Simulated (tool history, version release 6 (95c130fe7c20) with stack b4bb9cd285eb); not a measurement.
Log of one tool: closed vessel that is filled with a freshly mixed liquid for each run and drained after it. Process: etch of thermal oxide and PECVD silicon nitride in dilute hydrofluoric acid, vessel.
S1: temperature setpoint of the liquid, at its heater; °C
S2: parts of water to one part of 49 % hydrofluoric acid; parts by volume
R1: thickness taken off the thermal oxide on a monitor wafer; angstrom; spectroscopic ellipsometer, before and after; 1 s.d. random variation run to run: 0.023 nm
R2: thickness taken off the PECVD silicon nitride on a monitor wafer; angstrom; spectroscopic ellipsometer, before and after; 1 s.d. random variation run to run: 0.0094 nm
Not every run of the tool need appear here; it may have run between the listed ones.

Run 1, day 0: S1 24 °C, S2 65 parts by volume, time in the liquid (s) 100. Result: R1 75.573 angstrom, R2 46.875 angstrom.
Run 2, day 0.254: S1 26.5 °C, S2 65 parts by volume, time in the liquid (s) 100. Result: R1 83.385 angstrom, R2 55.769 angstrom.
Run 3, day 0.308: S1 26.5 °C, S2 55 parts by volume, time in the liquid (s) 100. Result: R1 99.715 angstrom, R2 65.647 angstrom.
Run 4, day 0.571: S1 26.5 °C, S2 55 parts by volume, time in the liquid (s) 120. Result: R1 121.64 angstrom, R2 77.675 angstrom.
Run 5, day 0.829: S1 26.5 °C, S2 70 parts by volume, time in the liquid (s) 120. Result: R1 93.393 angstrom, R2 61.604 angstrom.
Run 6, day 1.192: S1 25.5 °C, S2 75 parts by volume, time in the liquid (s) 115. Result: R1 78.973 angstrom, R2 51.734 angstrom.
Run 7, day 1.538: S1 24.5 °C, S2 80 parts by volume, time in the liquid (s) 110. Result: R1 67.752 angstrom, R2 43.648 angstrom.
Run 8, day 1.804: S1 23.5 °C, S2 85 parts by volume, time in the liquid (s) 105. Result: R1 58.822 angstrom, R2 36.407 angstrom.

Run 9 has not been measured yet. What should we expect?
At day 2.075: hydrofluoric acid flow meter replaced.
Run 9, day 2.075: S1 21 °C, S2 110 parts by volume, time in the liquid (s) 65. Result: R1 ?, R2 ?.

R1: 25.608 angstrom
R2: 15.526 angstrom

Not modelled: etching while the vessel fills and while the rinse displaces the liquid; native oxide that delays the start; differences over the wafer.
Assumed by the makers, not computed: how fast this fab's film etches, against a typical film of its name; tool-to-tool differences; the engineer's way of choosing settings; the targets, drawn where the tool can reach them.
